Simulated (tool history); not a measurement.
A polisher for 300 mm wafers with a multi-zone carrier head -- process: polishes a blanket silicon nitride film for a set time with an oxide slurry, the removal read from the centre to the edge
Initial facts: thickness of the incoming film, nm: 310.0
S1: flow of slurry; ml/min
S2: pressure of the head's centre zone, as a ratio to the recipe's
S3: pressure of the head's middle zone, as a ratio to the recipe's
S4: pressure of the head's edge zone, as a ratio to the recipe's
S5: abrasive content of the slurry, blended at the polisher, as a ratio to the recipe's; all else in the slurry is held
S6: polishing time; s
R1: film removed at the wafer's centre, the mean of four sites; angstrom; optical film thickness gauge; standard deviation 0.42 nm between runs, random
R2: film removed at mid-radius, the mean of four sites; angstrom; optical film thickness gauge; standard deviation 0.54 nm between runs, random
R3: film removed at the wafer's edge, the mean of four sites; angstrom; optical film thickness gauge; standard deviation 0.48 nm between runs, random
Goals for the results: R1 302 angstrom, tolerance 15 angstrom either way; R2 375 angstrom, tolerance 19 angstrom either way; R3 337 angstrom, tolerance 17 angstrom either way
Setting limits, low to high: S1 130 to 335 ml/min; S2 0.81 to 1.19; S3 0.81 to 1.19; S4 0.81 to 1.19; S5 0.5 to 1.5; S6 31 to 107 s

run 1 hour=0 | S1=215 S2=1 S3=1 S4=1 S5=1 S6=69 | R1=384.32 R2=383.75 R3=391.71
run 2 hour=4.6 | S1=215 S2=1 S3=1 S4=1.03 S5=1 S6=69 | R1=375.64 R2=374.68 R3=392.93
run 3 hour=9.6 | S1=215 S2=1 S3=1 S4=1.03 S5=1 S6=80 | R1=442.2 R2=435.61 R3=459.68
run 4 hour=13 | S1=215 S2=1 S3=0.96 S4=1.03 S5=1 S6=80 | R1=435.41 R2=424.58 R3=452.83
run 5 hour=20.2 | S1=215 S2=0.94 S3=0.96 S4=1.03 S5=1 S6=80 | R1=395.42 R2=425.77 R3=455
run 6 hour=28.3 | S1=175 S2=0.94 S3=0.96 S4=1.03 S5=1 S6=80 | R1=388.7 R2=410.32 R3=443.6
run 7 hour=36.7 | S1=180 S2=0.93 S3=0.98 S4=1 S5=0.95 S6=80 | R1=378.5 R2=396.97 R3=420.49
run 8 hour=38.5 | S1=185 S2=0.91 S3=1.01 S4=0.98 S5=0.9 S6=79 | R1=360.42 R2=394.79 R3=399.04
run 9 hour=40.2 | S1=185 S2=0.9 S3=1.02 S4=0.97 S5=0.9 S6=79 | R1=344.49 R2=404.81 R3=400.04
run 10 hour=41.4 | S1=195 S2=0.93 S3=1.06 S4=0.87 S5=0.65 S6=77 | R1=251.62 R2=295.37 R3=264.84
run 11 hour=45.1 | S1=195 S2=0.93 S3=1.07 S4=0.89 S5=0.65 S6=77 | R1=256.55 R2=296.15 R3=268.33
run 12 hour=47 | S1=200 S2=0.92 S3=1.09 S4=0.91 S5=0.65 S6=77 | R1=258.92 R2=300.18 R3=273.23
run 13 hour=54.8 | S1=200 S2=0.91 S3=1.1 S4=0.92 S5=0.7 S6=77 | R1=282.5 R2=343.05 R3=297.13
run 14 hour=60 | S1=205 S2=0.9 S3=1.1 S4=0.93 S5=0.7 S6=77 | R1=275.3 R2=336.01 R3=295.96
run 15 hour=65.4 | S1=205 S2=0.9 S3=1.1 S4=0.95 S5=0.7 S6=77 | R1=271.67 R2=338.62 R3=306.66

Which single option among these 4 for the next run brings every result within its allowed miss of target? Just one does.
run A hour=70.8 | S1=195 S2=1.01 S3=1.13 S4=0.92 S5=0.65 S6=79 | R1=? R2=? R3=?
run B hour=70.8 | S1=260 S2=0.89 S3=1.12 S4=0.98 S5=0.7 S6=81 | R1=? R2=? R3=?
run C hour=70.8 | S1=200 S2=0.83 S3=1.16 S4=0.95 S5=0.65 S6=73 | R1=? R2=? R3=?
run D hour=70.8 | S1=200 S2=1 S3=1.08 S4=0.95 S5=0.8 S6=65 | R1=? R2=? R3=?

move=A R1=288.72 R2=319.89 R3=281.49
move=B R1=297.65 R2=370.43 R3=334.7
move=C R1=219.94 R2=303.64 R3=264.75
move=D R1=295.05 R2=318.03 R3=294.78
A: gets the furthest-off result to its target, but another result is out of tolerance
B: all results in spec
C: moves away from the targets compared with the last run
D: gets the furthest-off result to its target, but another result is out of tolerance
The right move is B.
